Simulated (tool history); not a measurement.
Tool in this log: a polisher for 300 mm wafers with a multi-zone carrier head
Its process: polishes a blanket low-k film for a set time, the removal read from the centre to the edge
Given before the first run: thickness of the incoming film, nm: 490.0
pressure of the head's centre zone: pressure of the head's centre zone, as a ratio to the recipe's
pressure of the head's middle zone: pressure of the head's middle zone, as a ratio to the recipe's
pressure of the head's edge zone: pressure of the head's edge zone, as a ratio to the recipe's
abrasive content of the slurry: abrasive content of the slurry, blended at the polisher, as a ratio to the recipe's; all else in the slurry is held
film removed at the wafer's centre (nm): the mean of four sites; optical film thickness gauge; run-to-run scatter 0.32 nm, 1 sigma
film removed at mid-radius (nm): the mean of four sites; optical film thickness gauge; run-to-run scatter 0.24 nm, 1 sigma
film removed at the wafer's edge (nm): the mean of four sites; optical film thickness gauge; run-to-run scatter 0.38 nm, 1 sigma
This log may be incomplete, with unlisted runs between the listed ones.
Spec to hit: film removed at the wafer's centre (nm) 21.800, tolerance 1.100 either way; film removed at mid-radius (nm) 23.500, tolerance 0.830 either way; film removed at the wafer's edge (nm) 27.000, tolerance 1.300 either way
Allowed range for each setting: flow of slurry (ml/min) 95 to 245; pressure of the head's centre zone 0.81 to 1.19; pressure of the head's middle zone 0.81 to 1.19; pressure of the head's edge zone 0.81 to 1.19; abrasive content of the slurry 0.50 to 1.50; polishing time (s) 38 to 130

| run | day | flow of slurry (ml/min) | pressure of the head's centre zone | pressure of the head's middle zone | pressure of the head's edge zone | abrasive content of the slurry | polishing time (s) | film removed at the wafer's centre (nm) | film removed at mid-radius (nm) | film removed at the wafer's edge (nm) |
|---|---|---|---|---|---|---|---|---|---|---|
| 1 | 0.000 | 155 | 1.00 | 1.00 | 1.00 | 1.00 | 84 | 27.287 | 27.826 | 28.367 |
| 2 | 0.204 | 145 | 0.97 | 0.97 | 1.01 | 1.00 | 84 | 25.047 | 26.598 | 28.465 |
| 3 | 0.529 | 145 | 0.97 | 0.97 | 1.01 | 1.00 | 68 | 21.218 | 21.459 | 22.762 |
| 4 | 0.633 | 120 | 0.97 | 0.97 | 1.01 | 1.00 | 68 | 19.587 | 20.327 | 22.234 |
| 5 | 0.962 | 120 | 0.97 | 0.91 | 1.01 | 1.00 | 68 | 19.409 | 19.492 | 22.546 |
| 6 | 1.188 | 135 | 0.95 | 0.92 | 1.04 | 1.05 | 68 | 20.255 | 20.695 | 23.578 |
| 7 | 1.404 | 140 | 0.94 | 0.92 | 1.07 | 1.10 | 68 | 20.050 | 20.878 | 23.912 |
| 8 | 1.754 | 145 | 0.93 | 0.92 | 1.08 | 1.15 | 68 | 20.862 | 21.377 | 24.402 |
| 9 | 1.967 | 145 | 0.91 | 0.92 | 1.09 | 1.20 | 69 | 20.716 | 22.280 | 25.708 |

Below are 5 possible settings for the next run. Only one of them brings all results inside the allowed miss of their targets. Which is it?
| A | 2.179 | 205 | 0.85 | 0.99 | 0.98 | 1.25 | 67 | ? | ? | ? |
| B | 2.179 | 180 | 1.00 | 0.92 | 1.13 | 1.05 | 67 | ? | ? | ? |
| C | 2.179 | 155 | 0.93 | 0.96 | 1.16 | 1.30 | 69 | ? | ? | ? |
| D | 2.179 | 160 | 0.89 | 0.81 | 1.12 | 0.95 | 77 | ? | ? | ? |
| E | 2.179 | 115 | 0.83 | 0.81 | 1.06 | 1.15 | 82 | ? | ? | ? |

| move | film removed at the wafer's centre (nm) | film removed at mid-radius (nm) | film removed at the wafer's edge (nm) |
|---|---|---|---|
| A | 19.944 | 24.669 | 24.391 |
| B | 21.877 | 21.642 | 24.649 |
| C | 21.526 | 23.823 | 26.731 |
| D | 21.219 | 21.341 | 27.050 |
| E | 20.294 | 22.142 | 27.904 |
A: pushes the last run's worst result past its target
B: the biggest miss grows against the last run
C: all results in spec
D: the biggest miss grows against the last run
E: the biggest miss grows against the last run
So the answer is move C, the one that meets all the targets.
